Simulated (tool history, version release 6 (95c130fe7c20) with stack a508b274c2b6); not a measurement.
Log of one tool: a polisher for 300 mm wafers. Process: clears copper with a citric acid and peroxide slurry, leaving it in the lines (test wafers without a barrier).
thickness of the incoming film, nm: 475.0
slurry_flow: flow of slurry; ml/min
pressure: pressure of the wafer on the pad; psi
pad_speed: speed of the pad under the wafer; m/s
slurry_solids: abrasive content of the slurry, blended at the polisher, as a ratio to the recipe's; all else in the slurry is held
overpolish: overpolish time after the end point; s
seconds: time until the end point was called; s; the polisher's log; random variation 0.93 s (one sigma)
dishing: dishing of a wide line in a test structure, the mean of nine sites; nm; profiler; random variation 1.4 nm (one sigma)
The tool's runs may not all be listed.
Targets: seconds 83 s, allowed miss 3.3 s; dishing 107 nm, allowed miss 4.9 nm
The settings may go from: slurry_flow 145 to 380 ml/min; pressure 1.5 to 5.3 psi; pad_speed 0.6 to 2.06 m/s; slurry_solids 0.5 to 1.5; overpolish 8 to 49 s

run 1 day=0 | slurry_flow=245 pressure=3.4 pad_speed=1.32 slurry_solids=1 overpolish=25 | seconds=131.21 dishing=59.469
run 2 day=0.346 | slurry_flow=245 pressure=3.8 pad_speed=1.32 slurry_solids=1 overpolish=26 | seconds=120.9 dishing=65.33
run 3 day=0.571 | slurry_flow=245 pressure=4.2 pad_speed=1.34 slurry_solids=1 overpolish=28 | seconds=110.49 dishing=75.655
run 4 day=0.904 | slurry_flow=245 pressure=4.2 pad_speed=1.2 slurry_solids=1 overpolish=28 | seconds=121.05 dishing=70.387
run 5 day=1.212 | slurry_flow=245 pressure=4.5 pad_speed=1.24 slurry_solids=1 overpolish=29 | seconds=111.19 dishing=77.949
run 6 day=1.396 | slurry_flow=245 pressure=4.7 pad_speed=1.28 slurry_solids=1 overpolish=30 | seconds=104.11 dishing=85.781
run 7 day=1.55 | slurry_flow=245 pressure=4.9 pad_speed=1.32 slurry_solids=1 overpolish=30 | seconds=99.271 dishing=87.36
run 8 day=1.671 | slurry_flow=245 pressure=5 pad_speed=1.36 slurry_solids=1 overpolish=31 | seconds=91.949 dishing=92.775
run 9 day=1.946 | slurry_flow=250 pressure=5.3 pad_speed=1.36 slurry_solids=1 overpolish=34 | seconds=88.32 dishing=103.59
run 10 day=2.246 | slurry_flow=250 pressure=5.3 pad_speed=1.38 slurry_solids=1 overpolish=34 | seconds=86.96 dishing=104.58

Which of these 5 next moves meets every target?
run A day=2.546 | slurry_flow=250 pressure=4.7 pad_speed=1.58 slurry_solids=1.25 overpolish=35 | seconds=? dishing=?
run B day=2.546 | slurry_flow=240 pressure=5.3 pad_speed=1.26 slurry_solids=0.95 overpolish=41 | seconds=? dishing=?
run C day=2.546 | slurry_flow=255 pressure=5.3 pad_speed=1.28 slurry_solids=1 overpolish=38 | seconds=? dishing=?
run D day=2.546 | slurry_flow=280 pressure=5.2 pad_speed=1.34 slurry_solids=0.9 overpolish=39 | seconds=? dishing=?
run E day=2.546 | slurry_flow=270 pressure=4.9 pad_speed=1.36 slurry_solids=1.05 overpolish=37 | seconds=? dishing=?

move=A seconds=80.243 dishing=110.83
move=B seconds=93.101 dishing=112.86
move=C seconds=90.405 dishing=109.54
move=D seconds=88.806 dishing=112.44
move=E seconds=90.414 dishing=106.88
A: meets every target
B: further off than the last run
C: further off than the last run
D: further off than the last run
E: further off than the last run
Move A is the one to make.
